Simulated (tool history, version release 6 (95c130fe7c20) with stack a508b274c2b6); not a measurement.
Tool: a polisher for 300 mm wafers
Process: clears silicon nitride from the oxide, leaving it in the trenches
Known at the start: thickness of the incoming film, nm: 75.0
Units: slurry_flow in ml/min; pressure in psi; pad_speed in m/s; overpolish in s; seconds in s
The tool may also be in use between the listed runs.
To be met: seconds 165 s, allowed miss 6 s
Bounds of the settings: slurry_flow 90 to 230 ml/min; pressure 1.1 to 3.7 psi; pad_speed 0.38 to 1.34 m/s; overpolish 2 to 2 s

run,day,slurry_flow,pressure,pad_speed,overpolish,seconds
1,0,150,2.4,0.86,2,100.16
2,0.283,150,2.4,0.86,2,101.92
3,0.417,150,2.2,0.86,2,110.25
4,0.562,185,2.2,0.86,2,107.24
5,0.9,185,1.9,0.86,2,121.51
# day 0.979: worn pad replaced by a new one
6,0.979,185,1.7,0.86,2,123.12
7,1.225,185,1.5,0.82,2,140.94
8,1.35,185,1.4,0.82,2,148.37
9,1.612,185,1.3,0.82,2,156.73

Which of these 4 next moves meets every target?
A,1.875,190,1.2,0.82,2,?
B,1.875,190,1.5,0.78,2,?
C,1.875,180,1.1,0.82,2,?
D,1.875,195,1.4,0.82,2,?

move,seconds
A,168.6
B,150.06
C,180.44
D,150.15
A: meets every target
B: further off than the last run
C: takes the result that was furthest off past its target
D: further off than the last run
The right move is A.
